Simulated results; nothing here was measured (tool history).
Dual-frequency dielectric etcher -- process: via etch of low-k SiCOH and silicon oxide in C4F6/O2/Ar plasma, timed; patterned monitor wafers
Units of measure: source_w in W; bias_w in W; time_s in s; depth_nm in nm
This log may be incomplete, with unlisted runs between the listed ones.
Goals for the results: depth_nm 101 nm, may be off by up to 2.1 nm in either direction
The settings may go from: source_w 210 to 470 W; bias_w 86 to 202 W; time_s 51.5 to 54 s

{"run": 1, "hour": 0.0, "source_w": 340, "bias_w": 144, "time_s": 51.5, "depth_nm": 112.05}
{"run": 2, "hour": 1.5, "source_w": 330, "bias_w": 142, "time_s": 51.5, "depth_nm": 110.59}
{"run": 3, "hour": 8.7, "source_w": 330, "bias_w": 142, "time_s": 54, "depth_nm": 116.34}
{"run": 4, "hour": 13.1, "source_w": 330, "bias_w": 142, "time_s": 51.5, "depth_nm": 110.63}
{"run": 5, "hour": 16.5, "source_w": 320, "bias_w": 140, "time_s": 51.5, "depth_nm": 107.01}
{"run": 6, "hour": 18.5, "source_w": 310, "bias_w": 140, "time_s": 51.5, "depth_nm": 105.56}
{"run": 7, "hour": 20.7, "source_w": 310, "bias_w": 140, "time_s": 51.5, "depth_nm": 105.43}
{"run": 8, "hour": 27.1, "source_w": 310, "bias_w": 140, "time_s": 51.5, "depth_nm": 104.35}

Below are 5 possible settings for the next run. Only one of them brings all results inside the allowed miss of their targets. Which is it?
{"run": "A", "hour": 33.5, "source_w": 300, "bias_w": 144, "time_s": 53, "depth_nm": "?"}
{"run": "B", "hour": 33.5, "source_w": 280, "bias_w": 167, "time_s": 53.5, "depth_nm": "?"}
{"run": "C", "hour": 33.5, "source_w": 270, "bias_w": 145, "time_s": 54, "depth_nm": "?"}
{"run": "D", "hour": 33.5, "source_w": 340, "bias_w": 120, "time_s": 52.5, "depth_nm": "?"}
{"run": "E", "hour": 33.5, "source_w": 330, "bias_w": 137, "time_s": 52, "depth_nm": "?"}

move=A depth_nm=106.66
move=B depth_nm=107.89
move=C depth_nm=101.09
move=D depth_nm=108.15
move=E depth_nm=109.65
A: its largest miss is bigger than the last run's
B: its largest miss is bigger than the last run's
C: meets every target
D: its largest miss is bigger than the last run's
E: its largest miss is bigger than the last run's
The right move is C.
